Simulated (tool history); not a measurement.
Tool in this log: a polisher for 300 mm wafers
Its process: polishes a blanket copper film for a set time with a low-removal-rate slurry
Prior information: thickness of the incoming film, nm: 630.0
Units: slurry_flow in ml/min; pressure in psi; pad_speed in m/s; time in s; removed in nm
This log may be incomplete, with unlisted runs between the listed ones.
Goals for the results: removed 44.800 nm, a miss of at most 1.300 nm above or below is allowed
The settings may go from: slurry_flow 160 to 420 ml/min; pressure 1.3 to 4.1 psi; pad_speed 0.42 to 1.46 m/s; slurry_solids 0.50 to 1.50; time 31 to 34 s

run,hour,slurry_flow,pressure,pad_speed,slurry_solids,time,removed
1,0.0,270,2.7,0.94,1.00,34,79.378
2,4.6,270,2.7,0.94,0.80,34,75.684
3,11.4,270,2.7,0.94,0.65,34,72.953
4,17.0,270,2.5,0.94,0.65,34,67.550
5,25.1,270,2.5,0.94,0.75,34,69.919
6,28.8,270,2.5,0.94,0.65,34,67.811
7,32.1,270,2.3,0.94,0.65,34,61.636
8,35.6,270,2.3,0.94,0.65,34,63.379
9,42.4,270,2.1,0.94,0.65,34,57.312
10,51.1,270,2.0,0.94,0.65,34,55.036

Consider the 4 candidate settings below. Which is the only one whose results all fall within their allowed miss of target?
A,59.8,250,1.6,0.98,0.80,32,?
B,59.8,265,2.3,0.80,0.65,31,?
C,59.8,215,2.2,1.06,0.50,34,?
D,59.8,225,1.7,0.90,0.80,31,?

move,removed
A,44.655
B,49.461
C,63.085
D,42.091
A: every result lands within tolerance
B: moves toward the targets from the last run without getting all of them in spec
C: its largest miss is bigger than the last run's
D: carries the result that was furthest off beyond its target, to the other side
Answer: A

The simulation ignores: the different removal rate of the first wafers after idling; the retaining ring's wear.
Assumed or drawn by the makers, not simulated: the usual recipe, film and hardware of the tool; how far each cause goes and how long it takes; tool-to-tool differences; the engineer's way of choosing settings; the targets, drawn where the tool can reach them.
